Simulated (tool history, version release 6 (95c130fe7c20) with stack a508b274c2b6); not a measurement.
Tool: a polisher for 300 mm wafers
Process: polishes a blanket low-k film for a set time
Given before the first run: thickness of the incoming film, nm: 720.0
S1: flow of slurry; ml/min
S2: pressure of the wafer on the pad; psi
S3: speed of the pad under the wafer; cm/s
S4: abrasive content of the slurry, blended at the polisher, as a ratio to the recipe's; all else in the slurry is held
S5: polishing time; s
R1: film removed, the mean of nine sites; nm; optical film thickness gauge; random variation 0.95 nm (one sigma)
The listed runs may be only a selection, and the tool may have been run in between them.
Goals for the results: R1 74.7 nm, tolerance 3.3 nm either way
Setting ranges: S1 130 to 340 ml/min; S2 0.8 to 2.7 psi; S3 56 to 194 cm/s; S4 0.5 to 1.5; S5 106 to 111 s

Run 1, hour 0: S1 220 ml/min, S2 1.7 psi, S3 124 cm/s, S4 1, S5 106 s. Result: R1 46.462 nm.
Run 2, hour 4.2: S1 195 ml/min, S2 1.7 psi, S3 124 cm/s, S4 1, S5 106 s. Result: R1 45.921 nm.
Run 3, hour 8.3: S1 195 ml/min, S2 1.9 psi, S3 126 cm/s, S4 1, S5 106 s. Result: R1 52.021 nm.
Run 4, hour 14.6: S1 195 ml/min, S2 2.2 psi, S3 126 cm/s, S4 1, S5 106 s. Result: R1 60.528 nm.
Run 5, hour 15.6: S1 195 ml/min, S2 2.3 psi, S3 126 cm/s, S4 1, S5 106 s. Result: R1 61.792 nm.
Run 6, hour 20.7: S1 195 ml/min, S2 2.4 psi, S3 126 cm/s, S4 1, S5 106 s. Result: R1 65.887 nm.
Run 7, hour 22.2: S1 195 ml/min, S2 2.5 psi, S3 126 cm/s, S4 1, S5 106 s. Result: R1 67.796 nm.
Run 8, hour 26.9: S1 195 ml/min, S2 2.6 psi, S3 126 cm/s, S4 1, S5 106 s. Result: R1 68.269 nm.
Run 9, hour 34.3: S1 195 ml/min, S2 2.6 psi, S3 128 cm/s, S4 1, S5 106 s. Result: R1 69.198 nm.

Consider the 5 candidate settings below. Which is the only one whose results all fall within their allowed miss of target?
Run A, hour 41.7: S1 135 ml/min, S2 2.7 psi, S3 152 cm/s, S4 0.95, S5 106 s. Result: R1 ?.
Run B, hour 41.7: S1 200 ml/min, S2 2.3 psi, S3 118 cm/s, S4 1, S5 106 s. Result: R1 ?.
Run C, hour 41.7: S1 155 ml/min, S2 2.3 psi, S3 100 cm/s, S4 1.2, S5 111 s. Result: R1 ?.
Run D, hour 41.7: S1 165 ml/min, S2 2.6 psi, S3 114 cm/s, S4 1.15, S5 106 s. Result: R1 ?.
Run E, hour 41.7: S1 160 ml/min, S2 2.2 psi, S3 148 cm/s, S4 0.9, S5 111 s. Result: R1 ?.

move      R1
   A  75.407
   B   58.99
   C  57.042
   D  67.128
   E  63.833
A: all results in spec
B: moves away from the targets compared with the last run
C: moves away from the targets compared with the last run
D: moves away from the targets compared with the last run
E: moves away from the targets compared with the last run
A meets every target.
